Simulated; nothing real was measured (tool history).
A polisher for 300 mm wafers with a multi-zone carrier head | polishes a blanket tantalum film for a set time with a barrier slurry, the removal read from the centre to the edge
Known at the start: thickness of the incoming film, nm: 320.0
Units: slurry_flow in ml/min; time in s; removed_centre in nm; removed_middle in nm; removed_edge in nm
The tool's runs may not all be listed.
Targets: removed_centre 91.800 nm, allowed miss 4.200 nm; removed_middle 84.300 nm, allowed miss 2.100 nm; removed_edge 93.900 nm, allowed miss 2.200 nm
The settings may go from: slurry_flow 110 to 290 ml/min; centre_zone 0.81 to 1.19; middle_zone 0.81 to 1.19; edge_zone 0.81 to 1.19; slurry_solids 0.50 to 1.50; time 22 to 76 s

run  hour  slurry_flow  centre_zone  middle_zone  edge_zone  slurry_solids  time  removed_centre  removed_middle  removed_edge
  1   0.0          185         1.00         1.00       1.00           1.00    49          74.871          72.819        73.426
  2   4.3          185         0.97         1.00       1.00           1.00    49          71.345          72.216        73.598
  3  10.7          200         0.99         0.99       1.05           1.10    49          75.130          73.616        77.009
  4  14.8          205         1.00         0.99       1.08           1.20    50          78.283          77.047        80.531
  5  23.0          215         1.01         0.98       1.10           1.30    51          84.631          79.828        85.129
  6  28.6          215         1.01         0.91       1.10           1.30    51          84.147          75.582        85.653
  7  34.8          225         1.01         0.92       1.12           1.35    51          81.628          76.731        86.730
  8  36.3          225         1.02         0.93       1.13           1.40    51          85.936          78.034        87.675

Which of these 4 next moves meets every target?
  A  37.8          230         1.02         0.93       1.11           1.30    56               ?               ?             ?
  B  37.8          240         0.91         1.05       1.06           1.45    49               ?               ?             ?
  C  37.8          275         1.14         0.87       1.08           1.45    48               ?               ?             ?
  D  37.8          225         0.90         0.82       1.19           1.20    57               ?               ?             ?

move  removed_centre  removed_middle  removed_edge
   A          92.802          84.520        93.843
   B          77.799          84.172        82.677
   C          89.293          71.439        82.674
   D          85.638          76.082        96.431
A: meets every target
B: brings the result that was furthest off to its target, and leaves another outside
C: further off than the last run
D: further off than the last run
Move A is the one to make.
